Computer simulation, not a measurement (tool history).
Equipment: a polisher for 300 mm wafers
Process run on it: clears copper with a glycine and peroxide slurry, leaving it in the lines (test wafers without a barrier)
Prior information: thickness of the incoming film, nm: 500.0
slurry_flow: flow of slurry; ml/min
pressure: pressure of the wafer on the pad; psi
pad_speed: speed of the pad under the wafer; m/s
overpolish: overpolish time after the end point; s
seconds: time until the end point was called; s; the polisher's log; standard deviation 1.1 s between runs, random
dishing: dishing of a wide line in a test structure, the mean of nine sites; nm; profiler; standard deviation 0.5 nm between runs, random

run   hour  slurry_flow  pressure  pad_speed  overpolish  seconds  dishing
  1    0.0          290       2.5       1.22          14   69.826   59.145
  2    2.0          290       2.5       1.22          12   66.994   53.257
  3    8.7          345       2.5       1.22          12   66.859   51.291
  4   10.7          350       2.4       1.22          11   67.928   47.831
  5   11.5          350       2.4       1.02          11   78.487   43.459
  6   18.1          350       2.4       1.02           5   77.516   21.164
  7   23.2          350       2.4       1.04           6   76.639   26.033
  8   31.3          350       2.4       1.04           7   79.602   29.775
  9   34.5          350       2.5       1.04           7   76.166   30.665
 10   37.5          355       2.6       1.04           7   72.849   31.053
 11   41.8          355       2.6       1.04          10   73.159   42.328
 12   45.9          350       2.6       1.06          10   72.871   43.381
 13   47.2          340       2.6       1.08          10   71.895   43.696
 14   52.1          335       2.5       1.10          10   70.966   43.042
 15   60.8          335       2.4       1.12          10   72.988   43.383
 16   63.0          335       2.5       1.10          10   73.696   42.304
 17   70.5          335       2.5       1.12          10   72.146   43.248
 18   73.3          335       2.5       1.14          10   69.275   43.677
 19   80.6          335       2.4       1.14          10   72.238   41.722
 20   84.8          335       2.4       1.16          10   72.415   43.879
 21   87.7          330       2.5       1.14          10   72.549   44.111
 22   89.1          335       2.5       1.16           5   69.793   23.644
 23   94.5          340       2.6       1.12           6   67.994   28.373
 24   97.8          340       2.6       1.10           6   69.506   28.373
 25  104.3          340       2.6       1.06          11   71.605   46.387
 26  107.7          340       2.6       1.06          11   75.254   45.415
 27  115.2          335       2.6       1.06          10   72.211   42.497

What will run 28 give?
 28  118.5          335       2.6       1.08          10        ?        ?

{"run 28": {"seconds": 72.523, "dishing": 42.59}}
